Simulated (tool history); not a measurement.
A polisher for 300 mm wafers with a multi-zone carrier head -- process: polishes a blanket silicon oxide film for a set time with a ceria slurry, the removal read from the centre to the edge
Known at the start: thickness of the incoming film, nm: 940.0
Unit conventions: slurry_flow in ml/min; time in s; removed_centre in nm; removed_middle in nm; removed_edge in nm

run,hour,slurry_flow,centre_zone,middle_zone,edge_zone,time,removed_centre,removed_middle,removed_edge
1,0,135,1,1,1,88,270.32,270.19,249.48
2,5.8,130,0.98,0.97,0.98,80,238.39,231.58,233.64
3,9,130,0.98,1.05,0.98,80,246.84,252.9,227.57
4,12.9,130,0.98,1.04,0.97,72,214.7,222.48,201.43
5,15.3,130,0.98,0.99,0.97,72,225.17,218.95,201.77
6,19.2,130,0.98,0.99,0.93,72,223.58,216.37,199.43

What does the tool deliver on the next run?
7,26.6,125,0.96,0.98,0.92,69,?,?,?

{"run 7": {"removed_centre": 208.11, "removed_middle": 203.94, "removed_edge": 190.48}}
